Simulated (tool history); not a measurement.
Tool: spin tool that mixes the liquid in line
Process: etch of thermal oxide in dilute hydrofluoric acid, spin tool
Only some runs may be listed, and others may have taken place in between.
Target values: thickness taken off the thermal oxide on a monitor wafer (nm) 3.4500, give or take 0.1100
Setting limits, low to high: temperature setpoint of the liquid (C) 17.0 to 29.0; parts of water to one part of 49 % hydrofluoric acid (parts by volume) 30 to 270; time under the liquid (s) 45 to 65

run  hour  temperature setpoint of the liquid (C)  parts of water to one part of 49 % hydrofluoric acid (parts by volume)  time under the liquid (s)  thickness taken off the thermal oxide on a monitor wafer (nm)
  1   0.0                                    21.0                                                                     150                         65                                                         1.9601
  2   5.7                                    21.5                                                                     145                         65                                                         2.1096
  3   8.8                                    25.0                                                                     145                         65                                                         2.3751
  4  12.6                                    25.5                                                                     140                         65                                                         2.5500
  5  16.2                                    26.0                                                                     140                         65                                                         2.6058
  6  17.1                                    26.0                                                                      95                         65                                                         3.9647
  7  20.3                                    25.5                                                                      95                         65                                                         3.9049
  8  25.6                                    25.0                                                                      95                         65                                                         3.8699
  9  26.5                                    24.5                                                                      95                         65                                                         3.8067
 10  31.8                                    23.0                                                                      95                         65                                                         3.5805

Consider the 4 candidate settings below. Which is the only one whose results all fall within their allowed miss of target?
  A  37.1                                    22.0                                                                      90                         65                                                              ?
  B  37.1                                    20.5                                                                      90                         65                                                              ?
  C  37.1                                    22.5                                                                      90                         65                                                              ?
  D  37.1                                    25.0                                                                     100                         65                                                              ?

move  thickness taken off the thermal oxide on a monitor wafer (nm)
   A                                                         3.6782
   B                                                         3.4593
   C                                                         3.7535
   D                                                         3.6864
A: its largest miss is bigger than the last run's
B: all results in spec
C: its largest miss is bigger than the last run's
D: its largest miss is bigger than the last run's
B meets every target.
